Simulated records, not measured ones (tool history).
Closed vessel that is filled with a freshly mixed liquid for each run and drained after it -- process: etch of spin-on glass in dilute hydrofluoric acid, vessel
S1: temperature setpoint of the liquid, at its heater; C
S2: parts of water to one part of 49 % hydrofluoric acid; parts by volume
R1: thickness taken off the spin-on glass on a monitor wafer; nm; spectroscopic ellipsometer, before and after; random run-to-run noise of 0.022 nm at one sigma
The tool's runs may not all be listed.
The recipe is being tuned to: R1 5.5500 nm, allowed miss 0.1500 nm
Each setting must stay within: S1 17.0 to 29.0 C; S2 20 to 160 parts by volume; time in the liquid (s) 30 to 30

{"run": 1, "hour": 0.0, "S1": 21.0, "S2": 90, "time in the liquid (s)": 30, "R1": 6.564}
{"run": 2, "hour": 1.7, "S1": 19.5, "S2": 90, "time in the liquid (s)": 30, "R1": 6.2251}
{"run": 3, "hour": 3.3, "S1": 19.5, "S2": 90, "time in the liquid (s)": 30, "R1": 6.1889}
{"run": 4, "hour": 12.1, "S1": 19.0, "S2": 90, "time in the liquid (s)": 30, "R1": 6.0375}
{"run": 5, "hour": 18.8, "S1": 19.0, "S2": 75, "time in the liquid (s)": 30, "R1": 7.3629}
{"run": 6, "hour": 21.2, "S1": 19.0, "S2": 75, "time in the liquid (s)": 30, "R1": 7.3539}
{"run": 7, "hour": 27.5, "S1": 19.0, "S2": 75, "time in the liquid (s)": 30, "R1": 7.3876}
{"run": 8, "hour": 28.5, "S1": 18.5, "S2": 80, "time in the liquid (s)": 30, "R1": 6.7006}
{"run": 9, "hour": 30.6, "S1": 18.0, "S2": 80, "time in the liquid (s)": 30, "R1": 6.5769}
{"run": 10, "hour": 38.1, "S1": 17.5, "S2": 85, "time in the liquid (s)": 30, "R1": 6.0912}

Which of these 4 next moves meets every target?
{"run": "A", "hour": 45.6, "S1": 17.5, "S2": 75, "time in the liquid (s)": 30, "R1": "?"}
{"run": "B", "hour": 45.6, "S1": 17.0, "S2": 85, "time in the liquid (s)": 30, "R1": "?"}
{"run": "C", "hour": 45.6, "S1": 18.5, "S2": 95, "time in the liquid (s)": 30, "R1": "?"}
{"run": "D", "hour": 45.6, "S1": 20.5, "S2": 95, "time in the liquid (s)": 30, "R1": "?"}

move=A R1=6.9486
move=B R1=5.9375
move=C R1=5.5988
move=D R1=6.0820
A: lands further from the targets than the last run did
B: an improvement on the last run, though not all results are within tolerance
C: each result inside its tolerance
D: roughly where the last run was
Go with C: it meets all targets.
